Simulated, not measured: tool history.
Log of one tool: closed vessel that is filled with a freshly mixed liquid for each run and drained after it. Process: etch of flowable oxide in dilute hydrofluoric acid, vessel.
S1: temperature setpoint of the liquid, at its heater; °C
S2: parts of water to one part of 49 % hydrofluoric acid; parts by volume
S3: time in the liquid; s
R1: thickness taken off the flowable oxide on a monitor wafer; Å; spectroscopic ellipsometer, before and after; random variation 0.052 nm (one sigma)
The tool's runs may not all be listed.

run 1 hour=0 | S1=23 S2=180 S3=30 | R1=59.535
run 2 hour=7.6 | S1=24 S2=175 S3=30 | R1=63.764
run 3 hour=9.2 | S1=24.5 S2=170 S3=30 | R1=67.154
run 4 hour=18.2 | S1=25 S2=165 S3=30 | R1=71.156
run 5 hour=19.4 | S1=25 S2=205 S3=30 | R1=54.272
run 6 hour=23.9 | S1=25.5 S2=195 S3=30 | R1=59.225
run 7 hour=26.4 | S1=26 S2=185 S3=30 | R1=64.351

Run 8 comes next. What will it give?
run 8 hour=33.2 | S1=30 S2=115 S3=30 | R1=?

R1: 130.26 Å
